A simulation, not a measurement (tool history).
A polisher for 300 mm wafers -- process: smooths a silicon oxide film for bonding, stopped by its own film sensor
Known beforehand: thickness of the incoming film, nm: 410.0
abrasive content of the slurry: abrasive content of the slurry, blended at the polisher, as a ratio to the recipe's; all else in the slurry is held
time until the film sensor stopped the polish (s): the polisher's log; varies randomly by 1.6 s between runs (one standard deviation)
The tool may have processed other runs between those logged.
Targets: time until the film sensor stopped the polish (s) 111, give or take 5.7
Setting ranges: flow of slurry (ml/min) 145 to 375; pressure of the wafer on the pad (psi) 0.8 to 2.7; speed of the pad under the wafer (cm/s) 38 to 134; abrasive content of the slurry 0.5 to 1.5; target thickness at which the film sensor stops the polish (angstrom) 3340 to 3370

run  hour  flow of slurry (ml/min)  pressure of the wafer on the pad (psi)  speed of the pad under the wafer (cm/s)  abrasive content of the slurry  target thickness at which the film sensor stops the polish (angstrom)  time until the film sensor stopped the polish (s)
  1     0                      240                                     1.7                                       86                               1                                                                   3370                                             163.06
  2   3.9                      240                                     1.7                                       68                               1                                                                   3370                                             198.59
  3  10.6                      240                                     1.8                                       68                               1                                                                   3370                                             191.86
  4  14.4                      240                                     1.8                                       68                               1                                                                   3340                                             198.04
  5    20                      240                                     1.8                                       68                               1                                                                   3370                                             187.94
  6  26.6                      275                                     1.8                                       68                               1                                                                   3370                                             183.82
  7  35.1                      275                                     1.9                                       68                               1                                                                   3370                                             178.62
  8  41.7                      275                                       2                                       70                               1                                                                   3370                                             166.79
  9  42.3                      275                                     2.1                                       72                               1                                                                   3370                                             154.16
 10  51.1                      275                                     2.2                                       72                               1                                                                   3370                                             146.47
 11  51.8                      275                                     2.3                                       72                               1                                                                   3370                                             142.81
 12  56.2                      275                                     2.4                                       74                               1                                                                   3370                                              132.6
 13  62.6                      275                                     2.6                                       76                               1                                                                   3370                                             118.65

Consider the 5 candidate settings below. Which is the only one whose results all fall within their allowed miss of target?
  A    69                      240                                     2.5                                       76                               1                                                                   3360                                                  ?
  B    69                      280                                     2.7                                       78                            1.05                                                                   3370                                                  ?
  C    69                      290                                     2.7                                       74                            0.85                                                                   3370                                                  ?
  D    69                      285                                     2.6                                       78                            0.95                                                                   3350                                                  ?
  E    69                      280                                     2.4                                       82                            1.15                                                                   3340                                                  ?

move  time until the film sensor stopped the polish (s)
   A                                             130.05
   B                                             113.01
   C                                             126.19
   D                                             124.33
   E                                             122.69
A: the biggest miss grows against the last run
B: every result lands within tolerance
C: the biggest miss grows against the last run
D: the biggest miss grows against the last run
E: the biggest miss grows against the last run
The move that meets every target is B.
